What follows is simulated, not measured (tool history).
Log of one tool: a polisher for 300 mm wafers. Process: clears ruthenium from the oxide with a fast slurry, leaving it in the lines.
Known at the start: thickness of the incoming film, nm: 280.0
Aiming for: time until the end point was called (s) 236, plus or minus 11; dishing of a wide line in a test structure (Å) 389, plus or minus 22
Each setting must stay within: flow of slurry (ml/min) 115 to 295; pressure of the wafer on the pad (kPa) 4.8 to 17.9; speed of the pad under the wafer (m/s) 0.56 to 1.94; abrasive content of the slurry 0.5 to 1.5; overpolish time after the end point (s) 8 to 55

| run | hour | flow of slurry (ml/min) | pressure of the wafer on the pad (kPa) | speed of the pad under the wafer (m/s) | abrasive content of the slurry | overpolish time after the end point (s) | time until the end point was called (s) | dishing of a wide line in a test structure (Å) |
|---|---|---|---|---|---|---|---|---|
| 1 | 0 | 190 | 11 | 1.24 | 1 | 28 | 84.529 | 575.35 |
| 2 | 4.3 | 190 | 9.7 | 1.12 | 1 | 31 | 107.08 | 511.92 |
| 3 | 4.9 | 190 | 9.7 | 1.36 | 1 | 31 | 89.427 | 591.29 |
| 4 | 9.6 | 190 | 9.7 | 1.36 | 1 | 42 | 87.438 | 691.51 |
| 5 | 15.4 | 190 | 8.3 | 1.22 | 1 | 43 | 110.4 | 610.76 |
| 6 | 19.8 | 225 | 8.3 | 1.22 | 1 | 43 | 107.84 | 621.81 |
| 7 | 22.4 | 225 | 7.6 | 1.1 | 1 | 44 | 130.2 | 564.37 |
| 8 | 30 | 220 | 4.8 | 0.74 | 0.95 | 45 | 296.86 | 301.37 |
| 9 | 34.8 | 225 | 5.5 | 0.74 | 0.95 | 46 | 263.01 | 351.79 |
| 10 | 43.4 | 225 | 5.5 | 0.74 | 0.95 | 46 | 261.4 | 344.26 |
| 11 | 50.3 | 225 | 6.9 | 0.74 | 0.95 | 49 | 211.09 | 439.28 |
| 12 | 52.9 | 215 | 6.9 | 0.74 | 0.95 | 49 | 214.78 | 424.52 |

Exercise: of the 4 proposed moves below, exactly one satisfies all targets within the stated allowed misses. Which move is it?
| A | 55.5 | 250 | 6.9 | 0.72 | 1.2 | 44 | ? | ? |
| B | 55.5 | 235 | 9 | 0.56 | 0.9 | 53 | ? | ? |
| C | 55.5 | 220 | 6.9 | 0.82 | 0.95 | 45 | ? | ? |
| D | 55.5 | 260 | 7.6 | 0.62 | 0.85 | 47 | ? | ? |

| move | time until the end point was called (s) | dishing of a wide line in a test structure (Å) |
|---|---|---|
| A | 200.46 | 410.96 |
| B | 219.91 | 440.83 |
| C | 194.96 | 426.86 |
| D | 236.75 | 380.32 |
A: its largest miss is bigger than the last run's
B: its largest miss is bigger than the last run's
C: its largest miss is bigger than the last run's
D: in spec on every target
D is the move that brings every result within its allowed miss.

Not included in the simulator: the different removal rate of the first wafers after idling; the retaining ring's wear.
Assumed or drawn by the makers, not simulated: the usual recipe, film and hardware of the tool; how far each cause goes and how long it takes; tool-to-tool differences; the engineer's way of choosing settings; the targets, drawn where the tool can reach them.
